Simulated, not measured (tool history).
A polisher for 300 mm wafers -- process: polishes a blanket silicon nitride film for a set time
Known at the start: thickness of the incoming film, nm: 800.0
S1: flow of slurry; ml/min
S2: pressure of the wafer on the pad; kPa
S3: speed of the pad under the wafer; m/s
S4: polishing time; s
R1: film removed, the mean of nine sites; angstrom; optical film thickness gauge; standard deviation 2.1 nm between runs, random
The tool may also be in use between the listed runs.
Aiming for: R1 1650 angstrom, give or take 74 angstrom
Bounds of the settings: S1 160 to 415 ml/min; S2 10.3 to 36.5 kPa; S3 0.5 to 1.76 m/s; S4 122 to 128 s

| run | hour | S1 | S2 | S3 | S4 | R1 |
|---|---|---|---|---|---|---|
| 1 | 0 | 265 | 23.4 | 1.12 | 122 | 2596.1 |
| 2 | 6.8 | 265 | 23.4 | 1.36 | 122 | 2826.3 |
| 3 | 14.9 | 265 | 20.7 | 1.34 | 122 | 2536.9 |
| 4 | 22.9 | 265 | 20.7 | 1.34 | 122 | 2530.2 |
| 5 | 29.1 | 265 | 20.7 | 1.6 | 122 | 2804.1 |
| 6 | 37.3 | 260 | 17.9 | 1.54 | 122 | 2438.6 |
| 7 | 38.6 | 260 | 15.9 | 1.5 | 122 | 2132.8 |
|  | 43.2 | slurry nozzle cleaned |
| 8 | 43.2 | 260 | 14.5 | 1.5 | 122 | 1957.7 |
| 9 | 52 | 260 | 13.8 | 1.5 | 122 | 1878.2 |
| 10 | 53.8 | 260 | 10.3 | 1.48 | 122 | 1456.2 |
| 11 | 57.9 | 260 | 11 | 1.48 | 122 | 1505.9 |

Exactly one of the 5 candidate moves below puts every result within its allowed miss. Which one?
| A | 62 | 215 | 11 | 1.34 | 123 | ? |
| B | 62 | 260 | 10.3 | 1.5 | 122 | ? |
| C | 62 | 210 | 11.7 | 1.06 | 125 | ? |
| D | 62 | 275 | 11.7 | 1.34 | 124 | ? |
| E | 62 | 215 | 15.2 | 0.98 | 128 | ? |

| move | R1 |
|---|---|
| A | 1407.2 |
| B | 1433 |
| C | 1311.3 |
| D | 1532.5 |
| E | 1641.7 |
A: further off than the last run
B: further off than the last run
C: further off than the last run
D: closer than the last run, but not yet in spec
E: every result within its allowed miss
So the answer is move E, the one that meets all the targets.
